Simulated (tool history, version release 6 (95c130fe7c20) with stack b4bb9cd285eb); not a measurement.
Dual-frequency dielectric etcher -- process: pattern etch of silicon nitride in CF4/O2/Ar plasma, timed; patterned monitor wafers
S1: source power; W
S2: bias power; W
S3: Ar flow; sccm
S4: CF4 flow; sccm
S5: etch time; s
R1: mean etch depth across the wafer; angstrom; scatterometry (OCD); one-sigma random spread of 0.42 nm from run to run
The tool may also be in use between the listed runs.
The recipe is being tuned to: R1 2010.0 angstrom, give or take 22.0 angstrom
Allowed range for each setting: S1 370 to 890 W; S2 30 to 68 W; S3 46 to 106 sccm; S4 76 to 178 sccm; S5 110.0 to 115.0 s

run	hour	S1	S2	S3	S4	S5	R1
1	0.0	630	49	76	127	110.0	2785.6
2	8.5	630	49	76	118	110.0	2775.9
3	14.7	560	49	76	118	110.0	2455.4
4	20.2	560	49	76	132	110.0	2476.2
5	25.1	520	49	76	132	110.0	2286.9
6	31.4	500	49	76	132	110.0	2199.6
# hour 32.6: Ar flow controller replaced
7	32.6	480	49	76	132	110.0	2100.6
8	36.2	470	49	76	132	110.0	2058.1

5 next moves are on the table. One of them brings every result within its allowed miss. Which?
A	39.8	480	51	76	128	112.0	?
B	39.8	470	52	77	134	110.0	?
C	39.8	480	48	78	143	110.5	?
D	39.8	430	59	65	133	115.0	?
E	39.8	440	51	70	137	112.5	?

move	R1
A	2165.2
B	2097.8
C	2096.5
D	2120.1
E	2002.6
A: the biggest miss grows against the last run
B: the biggest miss grows against the last run
C: the biggest miss grows against the last run
D: the biggest miss grows against the last run
E: all results land within tolerance of their targets
So the answer is move E, the one that meets all the targets.

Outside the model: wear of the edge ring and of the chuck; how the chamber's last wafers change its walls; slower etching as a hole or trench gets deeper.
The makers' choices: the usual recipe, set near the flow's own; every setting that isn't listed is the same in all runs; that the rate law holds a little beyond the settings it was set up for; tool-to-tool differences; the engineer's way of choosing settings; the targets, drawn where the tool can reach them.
